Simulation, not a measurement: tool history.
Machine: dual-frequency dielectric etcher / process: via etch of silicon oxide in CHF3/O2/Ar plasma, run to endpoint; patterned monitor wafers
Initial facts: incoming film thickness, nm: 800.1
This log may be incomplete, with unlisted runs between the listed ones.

{"run": 1, "day": 0.0, "source power (kW)": 0.71, "bias power (kW)": 0.126, "endpoint time (s)": 388.69}
{"run": 2, "day": 0.225, "source power (kW)": 0.76, "bias power (kW)": 0.126, "endpoint time (s)": 377.25}
{"run": 3, "day": 0.508, "source power (kW)": 0.76, "bias power (kW)": 0.136, "endpoint time (s)": 371.99}
{"run": 4, "day": 0.725, "source power (kW)": 0.76, "bias power (kW)": 0.126, "endpoint time (s)": 376.24}
{"run": 5, "day": 1.033, "source power (kW)": 0.76, "bias power (kW)": 0.137, "endpoint time (s)": 369.75}
{"run": 6, "day": 1.058, "source power (kW)": 0.84, "bias power (kW)": 0.137, "endpoint time (s)": 356.16}
{"run": 7, "day": 1.35, "source power (kW)": 0.76, "bias power (kW)": 0.133, "endpoint time (s)": 370.41}

What does the tool deliver on the next run?
{"run": 8, "day": 1.608, "source power (kW)": 0.7, "bias power (kW)": 0.13, "endpoint time (s)": "?"}

{"run 8": {"endpoint time (s)": 385.61}}
